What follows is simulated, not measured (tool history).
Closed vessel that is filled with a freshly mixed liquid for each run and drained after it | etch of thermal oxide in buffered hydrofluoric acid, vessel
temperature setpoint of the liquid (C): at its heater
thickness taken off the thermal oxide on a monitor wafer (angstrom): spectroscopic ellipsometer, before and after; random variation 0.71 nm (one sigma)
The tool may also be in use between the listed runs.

run	day	temperature setpoint of the liquid (C)	parts of 40 % ammonium fluoride to one part of 49 % hydrofluoric acid (parts by volume)	time in the liquid (s)	thickness taken off the thermal oxide on a monitor wafer (angstrom)
1	0.000	22.0	11.0	95	991.37
2	0.350	22.0	9.0	95	1153.00
3	0.517	25.5	9.0	95	1390.30
4	0.621	25.5	9.0	95	1420.60
5	0.983	25.5	9.0	95	1402.60
6	1.346	25.5	7.5	95	1701.80
7	1.512	24.0	8.0	95	1472.90
8	1.858	23.0	8.5	95	1289.60

Run 9 comes next. What will it give?
9	2.104	19.0	9.5	95	?

thickness taken off the thermal oxide on a monitor wafer (angstrom): 958.15
